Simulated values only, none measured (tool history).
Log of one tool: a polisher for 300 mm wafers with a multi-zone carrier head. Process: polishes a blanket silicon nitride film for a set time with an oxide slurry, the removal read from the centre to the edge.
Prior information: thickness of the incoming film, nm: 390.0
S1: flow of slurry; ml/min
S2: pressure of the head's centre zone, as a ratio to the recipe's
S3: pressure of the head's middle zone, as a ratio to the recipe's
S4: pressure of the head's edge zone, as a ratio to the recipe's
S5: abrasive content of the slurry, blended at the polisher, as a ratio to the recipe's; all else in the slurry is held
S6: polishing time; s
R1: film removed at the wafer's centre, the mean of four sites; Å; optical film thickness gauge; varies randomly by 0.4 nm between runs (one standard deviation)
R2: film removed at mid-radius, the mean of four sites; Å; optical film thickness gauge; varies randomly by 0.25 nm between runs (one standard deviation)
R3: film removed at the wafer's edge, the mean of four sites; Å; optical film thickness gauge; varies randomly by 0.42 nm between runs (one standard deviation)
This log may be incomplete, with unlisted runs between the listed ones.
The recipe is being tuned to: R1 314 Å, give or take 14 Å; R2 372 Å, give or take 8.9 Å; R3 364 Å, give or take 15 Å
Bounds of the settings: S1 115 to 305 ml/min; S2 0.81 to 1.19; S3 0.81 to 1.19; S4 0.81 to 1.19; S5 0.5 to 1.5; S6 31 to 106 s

run  hour   S1    S2    S3    S4    S5  S6      R1      R2      R3
  1     0  195     1     1     1     1  68  613.36  585.86  582.11
  2   8.5  185  0.96     1  0.99   0.9  65  524.52  530.73  531.77
  3  10.1  185  0.96  1.04  0.99   0.9  65   515.5   546.8  521.24
  4  17.5  185  0.96  1.04  1.06   0.9  65  516.05  553.25  541.37
  5  24.7  180  0.94  1.03  1.03   0.8  63  461.55  499.07  486.09
  6  25.9  180  0.87  1.03  1.03   0.8  63  428.53  498.31  495.22
  7  30.7  170  0.86  1.02  1.01  0.75  62  413.16  469.29  461.74
  8    32  170  0.85  1.02  1.01   0.7  61   375.8  447.33  443.21
  9  39.7  165  0.85  1.01  0.99  0.65  61   368.2  425.46  419.32
 10  41.1  130  0.81  1.01  0.97   0.5  59  285.68  345.39   341.3
 11  44.9  140  0.81  1.01  0.97   0.5  59  286.07   351.3  349.76
 12  48.2  145  0.82  1.01  0.97   0.5  59  290.95  356.97  351.19
 13  56.7  150  0.83  1.01  0.97   0.5  59  297.12  356.33  357.53

4 candidate next runs follow, results not yet known. Just one meets every target within its allowed miss. Identify it.
  A  65.2  240  0.81  0.96  0.92   0.7  50   ?   ?   ?
  B  65.2  180  0.82  1.17  0.88   0.9  42   ?   ?   ?
  C  65.2  115  0.85  0.95  0.92  0.55  63   ?   ?   ?
  D  65.2  115   0.9  1.16  0.81   0.7  53   ?   ?   ?

move      R1      R2      R3
   A  317.19  370.93  362.78
   B  286.76  392.54  321.44
   C  316.89  356.89  367.27
   D  315.85  396.39   325.5
A: hits every target within its allowed miss
B: takes the result that was furthest off past its target
C: about the same distance from the targets as the last run
D: takes the result that was furthest off past its target
A meets every target.
